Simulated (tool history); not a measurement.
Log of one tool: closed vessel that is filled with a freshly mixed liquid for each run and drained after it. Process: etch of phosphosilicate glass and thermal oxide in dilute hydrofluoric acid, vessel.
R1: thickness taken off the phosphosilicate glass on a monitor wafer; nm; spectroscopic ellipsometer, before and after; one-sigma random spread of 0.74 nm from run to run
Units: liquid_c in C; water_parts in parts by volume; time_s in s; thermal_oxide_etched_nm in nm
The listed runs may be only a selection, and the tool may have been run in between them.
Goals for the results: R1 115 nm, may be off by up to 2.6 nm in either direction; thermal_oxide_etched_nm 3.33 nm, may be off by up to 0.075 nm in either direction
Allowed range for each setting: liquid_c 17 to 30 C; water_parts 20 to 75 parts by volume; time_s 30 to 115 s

run 1 hour=0 | liquid_c=22 water_parts=45 time_s=60 | R1=217.28 thermal_oxide_etched_nm=6.3609
run 2 hour=2 | liquid_c=21 water_parts=50 time_s=60 | R1=188.55 thermal_oxide_etched_nm=5.4318
run 3 hour=3.8 | liquid_c=20.5 water_parts=55 time_s=60 | R1=165.35 thermal_oxide_etched_nm=4.7985
run 4 hour=6.5 | liquid_c=20.5 water_parts=55 time_s=85 | R1=234.5 thermal_oxide_etched_nm=6.821
run 5 hour=14.4 | liquid_c=20 water_parts=60 time_s=85 | R1=210.57 thermal_oxide_etched_nm=6.0846
run 6 hour=15.9 | liquid_c=19.5 water_parts=65 time_s=85 | R1=189.06 thermal_oxide_etched_nm=5.4596
run 7 hour=16.6 | liquid_c=19 water_parts=65 time_s=80 | R1=174.16 thermal_oxide_etched_nm=5.0255
run 8 hour=17.9 | liquid_c=18.5 water_parts=65 time_s=80 | R1=171.44 thermal_oxide_etched_nm=4.9101
run 9 hour=20.1 | liquid_c=17 water_parts=75 time_s=75 | R1=128.66 thermal_oxide_etched_nm=3.6957
run 10 hour=22.9 | liquid_c=17 water_parts=75 time_s=70 | R1=120.11 thermal_oxide_etched_nm=3.4646
run 11 hour=31.1 | liquid_c=17 water_parts=75 time_s=65 | R1=111.04 thermal_oxide_etched_nm=3.2328

Exactly one of the 4 candidate moves below puts every result within its allowed miss. Which one?
run A hour=39.3 | liquid_c=17 water_parts=65 time_s=55 | R1=? thermal_oxide_etched_nm=?
run B hour=39.3 | liquid_c=29 water_parts=60 time_s=30 | R1=? thermal_oxide_etched_nm=?
run C hour=39.3 | liquid_c=18.5 water_parts=70 time_s=55 | R1=? thermal_oxide_etched_nm=?
run D hour=39.3 | liquid_c=18 water_parts=70 time_s=60 | R1=? thermal_oxide_etched_nm=?

move=A R1=110.67 thermal_oxide_etched_nm=3.1753
move=B R1=107.78 thermal_oxide_etched_nm=3.0923
move=C R1=108.96 thermal_oxide_etched_nm=3.1263
move=D R1=116.37 thermal_oxide_etched_nm=3.3388
A: the biggest miss grows against the last run
B: the biggest miss grows against the last run
C: the biggest miss grows against the last run
D: each result inside its tolerance
The right move is D.
